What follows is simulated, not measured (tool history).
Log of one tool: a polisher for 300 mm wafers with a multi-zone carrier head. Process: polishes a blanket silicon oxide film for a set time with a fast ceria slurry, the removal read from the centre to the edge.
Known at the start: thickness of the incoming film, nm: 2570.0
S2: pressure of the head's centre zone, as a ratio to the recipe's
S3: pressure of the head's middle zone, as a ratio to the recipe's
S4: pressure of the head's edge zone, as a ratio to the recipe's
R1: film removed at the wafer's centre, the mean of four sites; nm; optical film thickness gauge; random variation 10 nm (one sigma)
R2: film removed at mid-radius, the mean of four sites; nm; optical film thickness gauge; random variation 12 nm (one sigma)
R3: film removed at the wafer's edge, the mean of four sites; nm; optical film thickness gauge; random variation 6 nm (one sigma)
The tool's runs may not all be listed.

{"run": 1, "hour": 0.0, "flow of slurry (ml/min)": 130, "S2": 1, "S3": 1, "S4": 1, "polishing time (s)": 85, "R1": 641.39, "R2": 619.6, "R3": 630.57}
{"run": 2, "hour": 4.0, "flow of slurry (ml/min)": 135, "S2": 1.01, "S3": 1.01, "S4": 1.01, "polishing time (s)": 87, "R1": 666.2, "R2": 657.11, "R3": 655.4}
{"run": 3, "hour": 4.9, "flow of slurry (ml/min)": 140, "S2": 1.02, "S3": 1.01, "S4": 1.03, "polishing time (s)": 88, "R1": 711.89, "R2": 666.83, "R3": 671.93}
{"run": 4, "hour": 13.5, "flow of slurry (ml/min)": 140, "S2": 1.02, "S3": 1.01, "S4": 1.11, "polishing time (s)": 88, "R1": 698.64, "R2": 663.92, "R3": 681.94}
{"run": 5, "hour": 16.3, "flow of slurry (ml/min)": 140, "S2": 0.96, "S3": 1.01, "S4": 1.11, "polishing time (s)": 88, "R1": 644.66, "R2": 670.38, "R3": 690.74}
{"run": 6, "hour": 21.8, "flow of slurry (ml/min)": 140, "S2": 1.01, "S3": 1.01, "S4": 1.11, "polishing time (s)": 88, "R1": 690.13, "R2": 666.63, "R3": 686.9}

Run 7 comes next. What will it give?
{"run": 7, "hour": 26.3, "flow of slurry (ml/min)": 145, "S2": 1.01, "S3": 1.01, "S4": 1.12, "polishing time (s)": 89, "R1": "?", "R2": "?", "R3": "?"}

R1: 700.93 nm
R2: 669.15 nm
R3: 700.1 nm
